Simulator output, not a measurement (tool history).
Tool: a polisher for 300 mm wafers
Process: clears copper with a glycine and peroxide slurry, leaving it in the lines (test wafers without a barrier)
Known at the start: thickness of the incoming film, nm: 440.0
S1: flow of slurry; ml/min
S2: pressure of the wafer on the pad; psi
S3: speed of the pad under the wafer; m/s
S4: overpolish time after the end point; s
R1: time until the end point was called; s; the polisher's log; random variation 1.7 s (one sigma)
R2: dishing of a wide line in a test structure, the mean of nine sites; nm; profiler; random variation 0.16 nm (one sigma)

{"run": 1, "day": 0.0, "S1": 240, "S2": 2.2, "S3": 0.98, "S4": 15, "R1": 100.07, "R2": 40.674}
{"run": 2, "day": 0.358, "S1": 215, "S2": 1.9, "S3": 1.0, "S4": 12, "R1": 113.53, "R2": 31.69}
{"run": 3, "day": 0.408, "S1": 215, "S2": 1.4, "S3": 1.0, "S4": 12, "R1": 135.34, "R2": 27.341}
{"run": 4, "day": 0.771, "S1": 270, "S2": 1.4, "S3": 1.0, "S4": 12, "R1": 132.28, "R2": 27.247}
{"run": 5, "day": 1.017, "S1": 295, "S2": 1.3, "S3": 1.0, "S4": 10, "R1": 136.01, "R2": 22.586}
{"run": 6, "day": 1.071, "S1": 315, "S2": 1.2, "S3": 1.02, "S4": 9, "R1": 142.45, "R2": 20.008}
{"run": 7, "day": 1.179, "S1": 330, "S2": 1.2, "S3": 1.08, "S4": 8, "R1": 132.79, "R2": 19.399}
{"run": 8, "day": 1.425, "S1": 340, "S2": 1.2, "S3": 1.1, "S4": 7, "R1": 133.8, "R2": 16.67}
{"run": 9, "day": 1.538, "S1": 350, "S2": 1.2, "S3": 1.18, "S4": 6, "R1": 129.02, "R2": 15.342}
{"run": 10, "day": 1.825, "S1": 355, "S2": 1.2, "S3": 1.26, "S4": 6, "R1": 118.29, "R2": 16.194}

Run 11 comes next. What will it give?
{"run": 11, "day": 2.033, "S1": 360, "S2": 1.2, "S3": 1.28, "S4": 6, "R1": "?", "R2": "?"}

Run 11 gave R1 119.55 s, R2 16.624 nm.
